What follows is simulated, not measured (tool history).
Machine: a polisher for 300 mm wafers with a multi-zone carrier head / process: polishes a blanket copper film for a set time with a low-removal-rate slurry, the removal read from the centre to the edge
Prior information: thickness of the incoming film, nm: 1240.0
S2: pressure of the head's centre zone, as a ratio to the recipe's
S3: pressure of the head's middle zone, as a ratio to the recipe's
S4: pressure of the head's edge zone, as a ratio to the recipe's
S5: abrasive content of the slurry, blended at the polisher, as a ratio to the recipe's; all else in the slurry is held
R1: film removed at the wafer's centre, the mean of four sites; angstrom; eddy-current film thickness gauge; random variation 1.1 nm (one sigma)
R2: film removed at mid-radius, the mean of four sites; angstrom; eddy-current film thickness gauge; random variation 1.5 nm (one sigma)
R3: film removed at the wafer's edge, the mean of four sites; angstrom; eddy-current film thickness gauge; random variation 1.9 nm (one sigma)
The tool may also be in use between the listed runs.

run 1 hour=0.0 | flow_of_slurry_(ml/min)=315 S2=1.00 S3=1.00 S4=1.00 S5=1.00 polishing_time_(s)=70 | R1=1907.0 R2=1902.6 R3=1865.7
run 2 hour=8.2 | flow_of_slurry_(ml/min)=315 S2=0.99 S3=0.98 S4=0.99 S5=0.95 polishing_time_(s)=70 | R1=1892.5 R2=1857.2 R3=1834.4
run 3 hour=15.7 | flow_of_slurry_(ml/min)=315 S2=0.99 S3=0.98 S4=0.99 S5=0.95 polishing_time_(s)=58 | R1=1558.9 R2=1512.2 R3=1539.7
run 4 hour=23.9 | flow_of_slurry_(ml/min)=310 S2=0.98 S3=0.97 S4=0.99 S5=0.95 polishing_time_(s)=58 | R1=1549.6 R2=1477.1 R3=1527.0
run 5 hour=30.9 | flow_of_slurry_(ml/min)=310 S2=0.98 S3=1.02 S4=0.99 S5=0.95 polishing_time_(s)=58 | R1=1563.3 R2=1563.9 R3=1514.8
run 6 hour=33.3 | flow_of_slurry_(ml/min)=310 S2=1.06 S3=1.02 S4=0.99 S5=0.95 polishing_time_(s)=58 | R1=1616.2 R2=1553.8 R3=1528.9
run 7 hour=37.8 | flow_of_slurry_(ml/min)=305 S2=1.04 S3=1.01 S4=1.00 S5=0.95 polishing_time_(s)=58 | R1=1596.4 R2=1549.2 R3=1568.4
run 8 hour=45.3 | flow_of_slurry_(ml/min)=300 S2=1.03 S3=1.00 S4=1.01 S5=0.95 polishing_time_(s)=58 | R1=1628.1 R2=1515.4 R3=1541.9

Estimate the outcome of run 9 from the log above:
run 9 hour=53.7 | flow_of_slurry_(ml/min)=390 S2=0.93 S3=0.97 S4=1.11 S5=0.75 polishing_time_(s)=57 | R1=? R2=? R3=?

{"run 9": {"R1": 1447.6, "R2": 1438.1, "R3": 1568.1}}
